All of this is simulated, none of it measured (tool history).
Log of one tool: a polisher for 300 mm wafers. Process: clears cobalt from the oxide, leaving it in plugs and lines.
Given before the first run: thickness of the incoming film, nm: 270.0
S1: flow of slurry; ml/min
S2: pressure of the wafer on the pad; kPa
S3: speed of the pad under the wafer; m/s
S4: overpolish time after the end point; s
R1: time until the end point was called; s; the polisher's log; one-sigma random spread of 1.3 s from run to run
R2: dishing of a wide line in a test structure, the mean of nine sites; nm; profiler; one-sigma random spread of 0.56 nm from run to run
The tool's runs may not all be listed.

run,day,S1,S2,S3,S4,R1,R2
1,0,250,14.5,1.16,11,42.584,39.083
2,0.254,250,12.4,1.14,12,49.798,37.418
3,0.55,250,11,1.12,13,56.751,36.693
4,0.654,250,11,1.26,13,51.023,39.06
5,0.917,250,10.3,1.24,13,53.346,37.607
6,1.038,250,10.3,1.24,15,54.199,39.852
7,1.175,250,9.7,1.24,15,56.148,38.991

The next listed run, before its measurement:
8,1.458,250,6.9,1.2,14,?,?

{"run 8": {"R1": 75.311, "R2": 31.821}}
